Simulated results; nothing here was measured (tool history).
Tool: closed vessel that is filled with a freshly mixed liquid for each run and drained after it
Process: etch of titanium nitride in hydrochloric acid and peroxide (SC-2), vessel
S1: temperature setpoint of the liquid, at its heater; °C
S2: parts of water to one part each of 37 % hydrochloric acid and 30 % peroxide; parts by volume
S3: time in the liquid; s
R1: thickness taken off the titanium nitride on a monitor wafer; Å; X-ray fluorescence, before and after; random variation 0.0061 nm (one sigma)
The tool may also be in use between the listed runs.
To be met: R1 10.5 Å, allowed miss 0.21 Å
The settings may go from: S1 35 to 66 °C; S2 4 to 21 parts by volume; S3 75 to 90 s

run 1 hour=0 | S1=50 S2=11.5 S3=90 | R1=34.015
run 2 hour=4.4 | S1=54.5 S2=11.5 S3=90 | R1=45.356
run 3 hour=12.9 | S1=49 S2=11.5 S3=90 | R1=31.816
run 4 hour=16.3 | S1=47.5 S2=12 S3=90 | R1=27.856
run 5 hour=24 | S1=44 S2=12 S3=90 | R1=21.809
run 6 hour=29.2 | S1=37.5 S2=12 S3=90 | R1=13.699
run 7 hour=31.1 | S1=37 S2=12 S3=90 | R1=13.279
run 8 hour=36.3 | S1=37 S2=12 S3=90 | R1=13.316
run 9 hour=42.8 | S1=36 S2=13 S3=90 | R1=11.507
run 10 hour=45.2 | S1=35.5 S2=13 S3=90 | R1=11.057

4 next moves are on the table. One of them brings every result within its allowed miss. Which?
run A hour=47.6 | S1=37 S2=11 S3=75 | R1=?
run B hour=47.6 | S1=35 S2=13 S3=85 | R1=?
run C hour=47.6 | S1=36.5 S2=13 S3=75 | R1=?
run D hour=47.6 | S1=39 S2=18.5 S3=90 | R1=?

move=A R1=11.836
move=B R1=10.049
move=C R1=9.8926
move=D R1=10.4
A: further off than the last run
B: takes the result that was furthest off past its target
C: takes the result that was furthest off past its target
D: meets every target
Answer: D
